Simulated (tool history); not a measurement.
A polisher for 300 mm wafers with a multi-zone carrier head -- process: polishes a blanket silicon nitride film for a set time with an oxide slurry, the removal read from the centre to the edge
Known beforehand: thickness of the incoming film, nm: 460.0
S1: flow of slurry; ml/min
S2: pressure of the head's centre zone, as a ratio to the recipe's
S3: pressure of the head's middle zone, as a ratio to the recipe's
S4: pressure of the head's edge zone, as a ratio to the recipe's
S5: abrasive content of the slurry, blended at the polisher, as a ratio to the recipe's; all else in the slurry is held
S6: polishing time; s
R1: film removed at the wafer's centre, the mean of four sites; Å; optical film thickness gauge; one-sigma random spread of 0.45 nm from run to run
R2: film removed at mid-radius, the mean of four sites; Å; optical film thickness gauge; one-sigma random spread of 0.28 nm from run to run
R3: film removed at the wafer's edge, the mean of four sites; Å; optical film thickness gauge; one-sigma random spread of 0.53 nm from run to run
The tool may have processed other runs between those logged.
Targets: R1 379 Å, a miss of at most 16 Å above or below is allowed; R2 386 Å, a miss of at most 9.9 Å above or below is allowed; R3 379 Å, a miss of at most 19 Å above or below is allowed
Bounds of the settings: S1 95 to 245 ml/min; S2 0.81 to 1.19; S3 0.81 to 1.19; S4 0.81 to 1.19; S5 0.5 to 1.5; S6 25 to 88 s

run 1 hour=0 | S1=155 S2=1 S3=1 S4=1 S5=1 S6=56 | R1=261.99 R2=256.18 R3=264.51
run 2 hour=3.1 | S1=120 S2=1 S3=1 S4=1 S5=1 S6=56 | R1=243.88 R2=250.72 R3=256.7
run 3 hour=5 | S1=120 S2=1 S3=1 S4=1.06 S5=1 S6=56 | R1=245.86 R2=248.48 R3=263.49
run 4 hour=12.8 | S1=135 S2=1.02 S3=1.05 S4=1.09 S5=1.15 S6=57 | R1=288.41 R2=294.17 R3=301.89
-- hour=20.3 worn pad replaced by a new one
run 5 hour=20.3 | S1=115 S2=1.02 S3=1.05 S4=1.09 S5=1.15 S6=57 | R1=303.57 R2=312.87 R3=322.2
run 6 hour=25.6 | S1=115 S2=1.02 S3=1.05 S4=1.09 S5=1.25 S6=57 | R1=313.95 R2=331.48 R3=331
run 7 hour=27.2 | S1=115 S2=1.05 S3=1.08 S4=1.12 S5=1.25 S6=57 | R1=329.19 R2=334.85 R3=341.36
run 8 hour=28.3 | S1=115 S2=1.05 S3=1.08 S4=1.12 S5=1.25 S6=57 | R1=328.71 R2=341.05 R3=350.85

Below are 4 possible settings for the next run. Only one of them brings all results inside the allowed miss of their targets. Which is it?
run A hour=29.4 | S1=120 S2=1.13 S3=1.03 S4=1.15 S5=1.25 S6=68 | R1=? R2=? R3=?
run B hour=29.4 | S1=95 S2=1.11 S3=0.96 S4=1.19 S5=1.05 S6=79 | R1=? R2=? R3=?
run C hour=29.4 | S1=105 S2=1.1 S3=1.13 S4=1.12 S5=1.2 S6=65 | R1=? R2=? R3=?
run D hour=29.4 | S1=190 S2=1.19 S3=0.96 S4=0.99 S5=1.3 S6=53 | R1=? R2=? R3=?

move=A R1=427.43 R2=384.61 R3=422.24
move=B R1=420.14 R2=365.19 R3=439.12
move=C R1=379.06 R2=380.41 R3=382.8
move=D R1=387.12 R2=308.85 R3=327.79
A: meets the target for the result that was furthest off, but another lies outside its allowed miss
B: nearer the targets than the last run, but a result is still out of spec
C: meets every target
D: its largest miss is bigger than the last run's
C meets every target.
